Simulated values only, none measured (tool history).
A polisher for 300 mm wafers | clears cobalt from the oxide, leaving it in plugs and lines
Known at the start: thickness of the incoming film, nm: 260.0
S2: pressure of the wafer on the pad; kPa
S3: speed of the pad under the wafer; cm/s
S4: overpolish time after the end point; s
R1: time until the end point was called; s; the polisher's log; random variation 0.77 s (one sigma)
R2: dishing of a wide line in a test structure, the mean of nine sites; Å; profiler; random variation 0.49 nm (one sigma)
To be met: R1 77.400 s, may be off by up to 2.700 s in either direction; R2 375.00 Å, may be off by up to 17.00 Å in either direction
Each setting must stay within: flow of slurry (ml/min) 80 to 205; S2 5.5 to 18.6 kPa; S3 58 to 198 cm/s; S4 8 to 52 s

Run 1, hour 0.0: flow of slurry (ml/min) 135, S2 11.7 kPa, S3 128 cm/s, S4 26 s. Result: R1 56.191 s, R2 491.48 Å.
Run 2, hour 1.0: flow of slurry (ml/min) 130, S2 11.0 kPa, S3 128 cm/s, S4 23 s. Result: R1 60.271 s, R2 469.11 Å.
Run 3, hour 2.1: flow of slurry (ml/min) 130, S2 13.1 kPa, S3 128 cm/s, S4 23 s. Result: R1 51.904 s, R2 478.02 Å.
Run 4, hour 6.6: flow of slurry (ml/min) 125, S2 12.4 kPa, S3 126 cm/s, S4 20 s. Result: R1 56.191 s, R2 455.02 Å.
Run 5, hour 11.0: flow of slurry (ml/min) 125, S2 12.4 kPa, S3 126 cm/s, S4 28 s. Result: R1 55.707 s, R2 503.81 Å.
Run 6, hour 16.6: flow of slurry (ml/min) 125, S2 11.7 kPa, S3 126 cm/s, S4 24 s. Result: R1 58.777 s, R2 482.01 Å.
Run 7, hour 24.7: flow of slurry (ml/min) 135, S2 11.0 kPa, S3 124 cm/s, S4 21 s. Result: R1 62.473 s, R2 445.40 Å.
Run 8, hour 26.9: flow of slurry (ml/min) 135, S2 10.3 kPa, S3 124 cm/s, S4 19 s. Result: R1 65.768 s, R2 422.84 Å.
Run 9, hour 30.4: flow of slurry (ml/min) 130, S2 10.3 kPa, S3 124 cm/s, S4 18 s. Result: R1 66.151 s, R2 415.16 Å.
Run 10, hour 32.1: flow of slurry (ml/min) 125, S2 10.3 kPa, S3 124 cm/s, S4 17 s. Result: R1 66.598 s, R2 395.75 Å.
Run 11, hour 40.1: flow of slurry (ml/min) 120, S2 10.3 kPa, S3 124 cm/s, S4 17 s. Result: R1 65.302 s, R2 401.16 Å.
Run 12, hour 46.0: flow of slurry (ml/min) 120, S2 8.3 kPa, S3 122 cm/s, S4 13 s. Result: R1 82.778 s, R2 310.61 Å.

Which single option among these 4 for the next run brings every result within its allowed miss of target? Just one does.
Run A, hour 51.9: flow of slurry (ml/min) 80, S2 10.3 kPa, S3 116 cm/s, S4 16 s. Result: R1 ?, R2 ?.
Run B, hour 51.9: flow of slurry (ml/min) 145, S2 8.3 kPa, S3 128 cm/s, S4 17 s. Result: R1 ?, R2 ?.
Run C, hour 51.9: flow of slurry (ml/min) 175, S2 8.3 kPa, S3 108 cm/s, S4 23 s. Result: R1 ?, R2 ?.
Run D, hour 51.9: flow of slurry (ml/min) 120, S2 9.0 kPa, S3 132 cm/s, S4 16 s. Result: R1 ?, R2 ?.

move      R1      R2
   A  73.417  378.12
   B  77.152  380.67
   C  85.368  418.96
   D  71.985  382.03
A: corrects the largest miss of the last run, while another result sits out of spec
B: hits every target within its allowed miss
C: takes the biggest miss from the last run beyond its target
D: corrects the largest miss of the last run, while another result sits out of spec
Correct choice: B, which meets every target
